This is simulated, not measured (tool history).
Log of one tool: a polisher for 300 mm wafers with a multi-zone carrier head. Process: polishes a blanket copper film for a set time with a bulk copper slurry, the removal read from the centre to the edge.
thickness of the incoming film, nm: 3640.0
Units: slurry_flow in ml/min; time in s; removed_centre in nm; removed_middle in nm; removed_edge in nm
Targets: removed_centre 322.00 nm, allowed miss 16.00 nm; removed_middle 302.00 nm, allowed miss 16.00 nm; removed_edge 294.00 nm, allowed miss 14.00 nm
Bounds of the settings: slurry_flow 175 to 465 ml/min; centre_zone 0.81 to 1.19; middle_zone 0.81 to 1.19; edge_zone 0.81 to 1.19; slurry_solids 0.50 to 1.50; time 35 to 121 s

run  hour  slurry_flow  centre_zone  middle_zone  edge_zone  slurry_solids  time  removed_centre  removed_middle  removed_edge
  1   0.0          295         1.00         1.00       1.00           1.00    78          475.94          485.53        465.79
  2   3.3          235         1.00         1.00       1.00           1.00    78          473.82          472.12        456.31
  3  10.6          230         1.00         0.99       0.98           0.90    73          429.40          423.62        411.62
  4  11.8          230         1.00         0.99       0.98           0.90    62          362.20          353.07        354.50
  5  12.4          230         1.00         0.99       0.98           1.05    62          364.70          360.91        358.05
  6  14.1          230         1.04         0.99       0.98           1.05    62          377.84          368.11        356.91
  7  22.3          230         1.04         0.99       0.96           1.00    60          371.81          354.85        349.90
  8  24.5          225         1.04         0.99       0.95           0.95    58          356.89          334.79        328.32
  9  33.5          225         1.03         0.99       0.94           0.90    57          340.47          328.71        319.83

5 next moves are on the table. One of them brings every result within its allowed miss. Which?
  A  42.5          255         1.01         0.95       0.88           0.95    53               ?               ?             ?
  B  42.5          245         0.88         0.85       1.07           1.05    56               ?               ?             ?
  C  42.5          195         1.08         0.98       1.06           0.85    60               ?               ?             ?
  D  42.5          225         0.92         1.02       0.99           0.95    57               ?               ?             ?
  E  42.5          215         0.92         0.89       1.02           0.70    63               ?               ?             ?

move  removed_centre  removed_middle  removed_edge
   A          321.40          303.12        291.41
   B          298.97          295.94        343.19
   C          364.78          331.41        342.74
   D          308.74          340.27        326.55
   E          321.08          316.22        346.37
A: meets every target
B: further off than the last run
C: further off than the last run
D: further off than the last run
E: further off than the last run
Answer: A
